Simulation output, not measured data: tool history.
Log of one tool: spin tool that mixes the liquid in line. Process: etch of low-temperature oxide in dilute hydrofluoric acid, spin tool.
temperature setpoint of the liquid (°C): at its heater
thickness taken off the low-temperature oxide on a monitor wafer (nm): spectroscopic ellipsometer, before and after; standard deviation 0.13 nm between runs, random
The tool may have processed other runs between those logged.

run,hour,temperature setpoint of the liquid (°C),parts of water to one part of 49 % hydrofluoric acid (parts by volume),time under the liquid (s),thickness taken off the low-temperature oxide on a monitor wafer (nm)
1,0,22,130,150,35.634
2,2.9,22,130,150,35.571
3,11.2,20.5,135,150,32.048
4,12.4,20.5,90,150,50.641
5,17.5,20.5,55,150,86.777
6,21.9,20.5,25,150,198.58
7,24.6,17,75,150,53.42
8,31.3,17,90,150,43.96
9,37.9,17,100,150,39.116
10,43.7,17,110,150,35.314

Expected results for the next run?
11,44.6,17,145,150,?

For run 11 the tool returned thickness taken off the low-temperature oxide on a monitor wafer (nm) 25.698.
